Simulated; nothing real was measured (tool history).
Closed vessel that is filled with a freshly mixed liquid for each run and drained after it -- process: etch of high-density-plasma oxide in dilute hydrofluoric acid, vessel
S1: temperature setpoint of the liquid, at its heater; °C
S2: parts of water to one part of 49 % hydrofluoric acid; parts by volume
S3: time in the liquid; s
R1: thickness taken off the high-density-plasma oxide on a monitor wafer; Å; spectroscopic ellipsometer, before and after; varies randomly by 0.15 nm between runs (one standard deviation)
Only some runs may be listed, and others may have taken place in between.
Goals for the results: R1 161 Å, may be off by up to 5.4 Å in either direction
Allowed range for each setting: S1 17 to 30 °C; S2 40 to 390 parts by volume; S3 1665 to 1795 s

run	day	S1	S2	S3	R1
1	0	22	215	1665	345.11
2	0.371	22	275	1665	255.13
3	0.396	22	275	1795	276.62
4	0.588	21.5	285	1795	259.32
5	0.829	21	295	1795	246.07
6	1.112	20.5	305	1795	230.91
7	1.471	20	310	1795	218.38
8	1.683	19.5	315	1795	212.73
9	1.875	19.5	320	1795	207.58
10	2.238	19.5	325	1795	204.81
11	2.329	19.5	330	1795	200.64
12	2.538	19.5	335	1795	198.44
13	2.608	19	340	1795	187.69
14	2.883	17	355	1795	168.85

Below are 4 possible settings for the next run. Only one of them brings all results inside the allowed miss of their targets. Which is it?
A	3.158	19	365	1680	?
B	3.158	17	315	1665	?
C	3.158	17	300	1665	?
D	3.158	17	295	1665	?

move	R1
A	160.84
B	178.9
C	190.2
D	194.23
A: meets every target
B: its largest miss is bigger than the last run's
C: its largest miss is bigger than the last run's
D: its largest miss is bigger than the last run's
A is the move that brings every result within its allowed miss.
